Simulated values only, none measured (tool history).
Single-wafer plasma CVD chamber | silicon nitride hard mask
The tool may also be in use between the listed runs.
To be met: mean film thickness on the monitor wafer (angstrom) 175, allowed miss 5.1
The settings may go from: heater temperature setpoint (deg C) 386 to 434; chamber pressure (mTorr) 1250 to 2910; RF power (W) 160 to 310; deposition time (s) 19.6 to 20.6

run  hour  heater temperature setpoint (deg C)  chamber pressure (mTorr)  RF power (W)  deposition time (s)  mean film thickness on the monitor wafer (angstrom)
  1     0                                  410                      2080           235                 20.6                                               212.76
  2     4                                  414                      2080           235                 20.6                                               211.56
  3   7.6                                  414                      2020           230                 20.5                                                  205
  4  15.6                                  414                      2210           230                 20.5                                               210.44
  5    23                                  423                      2210           230                 20.5                                               209.63
  6  25.9                                  423                      1860           230                 20.5                                               198.77
  7  27.5                                  423                      1460           205                 20.2                                               159.29
  8  28.4                                  423                      1500           205                 20.2                                               161.66
  9  31.1                                  423                      1540           205                 20.2                                               162.04
 10  32.1                                  423                      1580           205                 20.2                                               164.17
 11  38.2                                  423                      1610           205                 20.2                                               164.92
 12  44.7                                  423                      1640           205                 20.2                                               167.21
 13  53.4                                  423                      1660           205                 20.2                                               167.92
 14  60.6                                  423                      1680           205                 20.2                                               168.69
 15    69                                  423                      1700           205                 20.2                                               168.57
 16  69.6                                  423                      1720           205                 20.2                                               168.86

Which of these 5 next moves meets every target?
  A  70.2                                  424                      1540           220                 20.4                                                    ?
  B  70.2                                  429                      1740           195                 20.4                                                    ?
  C  70.2                                  430                      1490           205                 20.6                                                    ?
  D  70.2                                  417                      1630           210                 19.6                                                    ?
  E  70.2                                  430                      1860           200                 19.6                                                    ?

move  mean film thickness on the monitor wafer (angstrom)
   A                                               175.11
   B                                               162.19
   C                                                162.1
   D                                               164.84
   E                                               163.97
A: meets every target
B: further off than the last run
C: further off than the last run
D: further off than the last run
E: further off than the last run
Move A is the one to make.
